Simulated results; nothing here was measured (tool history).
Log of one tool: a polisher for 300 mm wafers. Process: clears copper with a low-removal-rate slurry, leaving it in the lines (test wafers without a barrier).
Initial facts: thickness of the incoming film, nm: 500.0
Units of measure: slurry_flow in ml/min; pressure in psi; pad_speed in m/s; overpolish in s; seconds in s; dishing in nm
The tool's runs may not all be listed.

Run 1, hour 0.0: slurry_flow 290 ml/min, pressure 3.8 psi, pad_speed 1.18 m/s, slurry_solids 1.00, overpolish 28 s. Result: seconds 109.07 s, dishing 76.777 nm.
Run 2, hour 4.1: slurry_flow 290 ml/min, pressure 3.5 psi, pad_speed 1.16 m/s, slurry_solids 1.00, overpolish 30 s. Result: seconds 116.62 s, dishing 75.856 nm.
Run 3, hour 5.8: slurry_flow 290 ml/min, pressure 3.3 psi, pad_speed 1.12 m/s, slurry_solids 1.00, overpolish 32 s. Result: seconds 125.45 s, dishing 75.894 nm.
Run 4, hour 13.9: slurry_flow 290 ml/min, pressure 3.1 psi, pad_speed 1.10 m/s, slurry_solids 1.00, overpolish 33 s. Result: seconds 135.63 s, dishing 75.906 nm.
Run 5, hour 21.4: slurry_flow 290 ml/min, pressure 2.9 psi, pad_speed 1.08 m/s, slurry_solids 1.00, overpolish 33 s. Result: seconds 138.92 s, dishing 72.094 nm.
Run 6, hour 22.6: slurry_flow 290 ml/min, pressure 2.9 psi, pad_speed 1.36 m/s, slurry_solids 1.00, overpolish 33 s. Result: seconds 114.29 s, dishing 82.996 nm.
Run 7, hour 29.4: slurry_flow 290 ml/min, pressure 2.7 psi, pad_speed 1.30 m/s, slurry_solids 1.00, overpolish 34 s. Result: seconds 126.19 s, dishing 80.157 nm.

Forecast run 8:
Run 8, hour 35.7: slurry_flow 285 ml/min, pressure 1.7 psi, pad_speed 0.96 m/s, slurry_solids 0.95, overpolish 39 s. Result: seconds ?, dishing ?.

seconds: 219.75 s
dishing: 58.027 nm
